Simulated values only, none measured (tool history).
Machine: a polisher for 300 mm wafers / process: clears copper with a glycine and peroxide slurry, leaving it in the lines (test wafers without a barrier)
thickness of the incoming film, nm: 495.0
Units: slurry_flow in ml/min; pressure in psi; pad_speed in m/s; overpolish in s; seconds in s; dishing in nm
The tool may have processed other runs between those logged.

run 1 hour=0.0 | slurry_flow=250 pressure=2.2 pad_speed=1.24 overpolish=29 | seconds=93.303 dishing=78.214
run 2 hour=6.4 | slurry_flow=250 pressure=2.2 pad_speed=1.24 overpolish=40 | seconds=94.009 dishing=92.538
run 3 hour=10.5 | slurry_flow=250 pressure=2.2 pad_speed=1.08 overpolish=40 | seconds=101.670 dishing=88.494
run 4 hour=16.8 | slurry_flow=255 pressure=2.5 pad_speed=1.10 overpolish=34 | seconds=89.276 dishing=87.370
run 5 hour=22.9 | slurry_flow=210 pressure=2.5 pad_speed=1.10 overpolish=34 | seconds=93.899 dishing=84.684
run 6 hour=26.3 | slurry_flow=175 pressure=2.5 pad_speed=1.10 overpolish=34 | seconds=98.919 dishing=83.897
run 7 hour=33.2 | slurry_flow=230 pressure=2.7 pad_speed=1.10 overpolish=31 | seconds=85.820 dishing=86.731
run 8 hour=38.4 | slurry_flow=300 pressure=3.1 pad_speed=1.12 overpolish=23 | seconds=74.651 dishing=80.598
run 9 hour=41.8 | slurry_flow=300 pressure=3.2 pad_speed=1.12 overpolish=24 | seconds=72.102 dishing=85.735

What will run 10 give?
run 10 hour=50.1 | slurry_flow=305 pressure=3.3 pad_speed=1.12 overpolish=24 | seconds=? dishing=?

Run 10 gave seconds 69.207 s, dishing 85.829 nm.

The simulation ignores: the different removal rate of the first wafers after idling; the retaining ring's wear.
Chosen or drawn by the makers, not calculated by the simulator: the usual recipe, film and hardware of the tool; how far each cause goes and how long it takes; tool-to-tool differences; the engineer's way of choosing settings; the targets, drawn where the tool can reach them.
